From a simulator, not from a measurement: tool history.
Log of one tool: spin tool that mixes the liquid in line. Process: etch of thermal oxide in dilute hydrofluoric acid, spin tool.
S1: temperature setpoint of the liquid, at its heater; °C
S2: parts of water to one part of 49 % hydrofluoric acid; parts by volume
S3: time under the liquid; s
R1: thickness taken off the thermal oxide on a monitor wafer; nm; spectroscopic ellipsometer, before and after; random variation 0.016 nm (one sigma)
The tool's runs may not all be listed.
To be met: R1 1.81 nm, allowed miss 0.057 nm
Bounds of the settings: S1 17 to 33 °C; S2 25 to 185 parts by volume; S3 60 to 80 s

| run | hour | S1 | S2 | S3 | R1 |
|---|---|---|---|---|---|
| 1 | 0 | 25 | 105 | 80 | 3.667 |
| 2 | 2.5 | 25 | 105 | 80 | 3.6679 |
| 3 | 7.2 | 23 | 115 | 80 | 3.0865 |
| 4 | 15.6 | 23 | 145 | 80 | 2.3409 |
| 5 | 24 | 23 | 145 | 60 | 1.748 |
| 6 | 28.9 | 23 | 120 | 60 | 2.1347 |
| 7 | 35.5 | 22.5 | 120 | 60 | 2.1349 |
| 8 | 36.6 | 18.5 | 125 | 60 | 1.7173 |

Which of these 4 next moves meets every target?
| A | 37.7 | 20 | 135 | 60 | ? |
| B | 37.7 | 17 | 130 | 65 | ? |
| C | 37.7 | 19.5 | 175 | 80 | ? |
| D | 37.7 | 19.5 | 135 | 65 | ? |

| move | R1 |
|---|---|
| A | 1.6736 |
| B | 1.6744 |
| C | 1.6195 |
| D | 1.777 |
A: further off than the last run
B: further off than the last run
C: further off than the last run
D: meets every target
The right move is D.
